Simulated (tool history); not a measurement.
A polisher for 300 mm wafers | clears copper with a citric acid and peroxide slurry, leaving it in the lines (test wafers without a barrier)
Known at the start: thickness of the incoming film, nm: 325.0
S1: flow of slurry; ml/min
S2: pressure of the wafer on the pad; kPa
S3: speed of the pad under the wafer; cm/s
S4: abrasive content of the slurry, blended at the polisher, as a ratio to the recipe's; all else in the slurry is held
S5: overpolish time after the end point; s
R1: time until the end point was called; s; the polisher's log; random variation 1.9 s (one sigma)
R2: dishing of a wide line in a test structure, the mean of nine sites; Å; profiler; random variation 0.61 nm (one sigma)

| run | day | S1 | S2 | S3 | S4 | S5 | R1 | R2 |
|---|---|---|---|---|---|---|---|---|
| 1 | 0 | 140 | 24.8 | 116 | 1 | 27 | 115.49 | 407.97 |
| 2 | 0.296 | 135 | 22.8 | 116 | 1 | 29 | 125.13 | 398.33 |
| 3 | 0.646 | 135 | 26.9 | 116 | 1 | 29 | 106.49 | 428.25 |
| 4 | 0.708 | 130 | 24.1 | 116 | 1 | 31 | 118.33 | 417.84 |
| 5 | 0.933 | 125 | 22.1 | 116 | 1 | 33 | 131.67 | 422.28 |
| 6 | 1.012 | 125 | 28.3 | 116 | 1 | 33 | 104.9 | 482.04 |

Run 7 comes next. What will it give?
| 7 | 1.3 | 120 | 25.5 | 116 | 1 | 34 | ? | ? |

R1: 115.39 s
R2: 460.19 Å

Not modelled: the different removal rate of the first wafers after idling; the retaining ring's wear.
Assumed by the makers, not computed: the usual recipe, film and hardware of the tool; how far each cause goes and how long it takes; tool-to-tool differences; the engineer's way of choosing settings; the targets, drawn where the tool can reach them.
